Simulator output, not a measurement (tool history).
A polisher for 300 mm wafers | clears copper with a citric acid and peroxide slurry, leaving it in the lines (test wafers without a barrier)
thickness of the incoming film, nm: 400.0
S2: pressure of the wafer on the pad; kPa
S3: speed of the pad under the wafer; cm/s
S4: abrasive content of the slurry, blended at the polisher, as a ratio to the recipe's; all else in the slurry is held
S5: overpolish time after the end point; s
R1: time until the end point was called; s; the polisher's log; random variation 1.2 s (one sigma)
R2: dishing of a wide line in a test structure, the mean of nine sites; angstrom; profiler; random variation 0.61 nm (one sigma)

Run 1, hour 0.0: flow of slurry (ml/min) 235, S2 21.4 kPa, S3 128 cm/s, S4 1.00, S5 9 s. Result: R1 162.26 s, R2 183.68 angstrom.
Run 2, hour 5.7: flow of slurry (ml/min) 235, S2 21.4 kPa, S3 128 cm/s, S4 1.15, S5 9 s. Result: R1 153.46 s, R2 182.95 angstrom.
Run 3, hour 12.4: flow of slurry (ml/min) 235, S2 21.4 kPa, S3 128 cm/s, S4 1.15, S5 6 s. Result: R1 151.47 s, R2 128.39 angstrom.
Run 4, hour 13.0: flow of slurry (ml/min) 235, S2 21.4 kPa, S3 128 cm/s, S4 1.00, S5 6 s. Result: R1 155.49 s, R2 124.61 angstrom.
Run 5, hour 17.9: flow of slurry (ml/min) 235, S2 24.1 kPa, S3 128 cm/s, S4 1.00, S5 7 s. Result: R1 146.97 s, R2 152.87 angstrom.
Run 6, hour 24.2: flow of slurry (ml/min) 210, S2 24.1 kPa, S3 128 cm/s, S4 1.00, S5 7 s. Result: R1 147.79 s, R2 153.64 angstrom.
Run 7, hour 27.5: flow of slurry (ml/min) 210, S2 26.9 kPa, S3 132 cm/s, S4 1.00, S5 7 s. Result: R1 132.60 s, R2 165.29 angstrom.
Run 8, hour 33.6: flow of slurry (ml/min) 210, S2 29.0 kPa, S3 136 cm/s, S4 1.00, S5 8 s. Result: R1 124.85 s, R2 203.84 angstrom.

Forecast run 9:
Run 9, hour 37.1: flow of slurry (ml/min) 210, S2 29.0 kPa, S3 136 cm/s, S4 1.00, S5 8 s. Result: R1 ?, R2 ?.

{"run 9": {"R1": 122.63, "R2": 204.5}}
